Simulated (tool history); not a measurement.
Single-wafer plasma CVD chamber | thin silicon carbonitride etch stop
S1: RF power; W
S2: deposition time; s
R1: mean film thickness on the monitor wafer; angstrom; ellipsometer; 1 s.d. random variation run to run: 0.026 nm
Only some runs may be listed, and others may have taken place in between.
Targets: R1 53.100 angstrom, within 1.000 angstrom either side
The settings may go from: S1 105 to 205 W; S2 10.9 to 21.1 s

run  hour   S1    S2      R1
  1   0.0  155  16.0  83.357
  2   8.2  145  16.0  80.976
  3   9.0  145  17.7  88.563
  4  14.3  155  17.7  92.418
  5  15.7  135  17.7  86.356
  6  18.8  135  15.9  77.588
  7  25.2  130  15.3  72.720
  8  34.1  130  15.3  73.508
  9  39.9  125  14.8  69.215
 10  46.4  125  14.4  67.440
 11  52.1  125  14.4  68.076
 12  57.5  125  14.0  65.995
 13  59.0  105  11.4  48.248
 14  61.5  110  11.4  50.139

Exercise: of the 5 proposed moves below, exactly one satisfies all targets within the stated allowed misses. Which move is it?
  A  64.0  115  10.9   ?
  B  64.0  105  11.4   ?
  C  64.0  105  11.3   ?
  D  64.0  110  12.2   ?
  E  64.0  105  11.6   ?

move      R1
   A  48.903
   B  48.576
   C  48.150
   D  53.401
   E  49.428
A: its largest miss is bigger than the last run's
B: its largest miss is bigger than the last run's
C: its largest miss is bigger than the last run's
D: meets every target
E: its largest miss is bigger than the last run's
Go with D: it meets all targets.
